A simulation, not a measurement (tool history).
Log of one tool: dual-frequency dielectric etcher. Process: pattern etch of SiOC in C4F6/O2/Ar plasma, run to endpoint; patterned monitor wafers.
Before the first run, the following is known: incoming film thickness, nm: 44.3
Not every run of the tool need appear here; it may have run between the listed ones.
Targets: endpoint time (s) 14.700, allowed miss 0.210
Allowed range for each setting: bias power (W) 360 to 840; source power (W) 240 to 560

run 1 hour=0.0 | bias_power_(W)=600 source_power_(W)=400 | endpoint_time_(s)=15.609
run 2 hour=0.7 | bias_power_(W)=600 source_power_(W)=460 | endpoint_time_(s)=15.077
run 3 hour=1.9 | bias_power_(W)=515 source_power_(W)=460 | endpoint_time_(s)=15.814
run 4 hour=3.0 | bias_power_(W)=543 source_power_(W)=460 | endpoint_time_(s)=15.494
run 5 hour=5.2 | bias_power_(W)=564 source_power_(W)=460 | endpoint_time_(s)=15.372
run 6 hour=6.3 | bias_power_(W)=581 source_power_(W)=460 | endpoint_time_(s)=15.218
run 7 hour=10.6 | bias_power_(W)=595 source_power_(W)=460 | endpoint_time_(s)=15.117
run 8 hour=12.0 | bias_power_(W)=606 source_power_(W)=460 | endpoint_time_(s)=15.013

5 next moves are on the table. One of them brings every result within its allowed miss. Which?
run A hour=13.4 | bias_power_(W)=577 source_power_(W)=560 | endpoint_time_(s)=?
run B hour=13.4 | bias_power_(W)=680 source_power_(W)=480 | endpoint_time_(s)=?
run C hour=13.4 | bias_power_(W)=567 source_power_(W)=520 | endpoint_time_(s)=?
run D hour=13.4 | bias_power_(W)=526 source_power_(W)=480 | endpoint_time_(s)=?
run E hour=13.4 | bias_power_(W)=682 source_power_(W)=490 | endpoint_time_(s)=?

move=A endpoint_time_(s)=14.260
move=B endpoint_time_(s)=14.188
move=C endpoint_time_(s)=14.705
move=D endpoint_time_(s)=15.485
move=E endpoint_time_(s)=14.078
A: moves the result that the last run missed by most past its target, out the other side
B: moves the result that the last run missed by most past its target, out the other side
C: all results land within tolerance of their targets
D: its largest miss is bigger than the last run's
E: moves the result that the last run missed by most past its target, out the other side
Correct choice: C, which meets every target
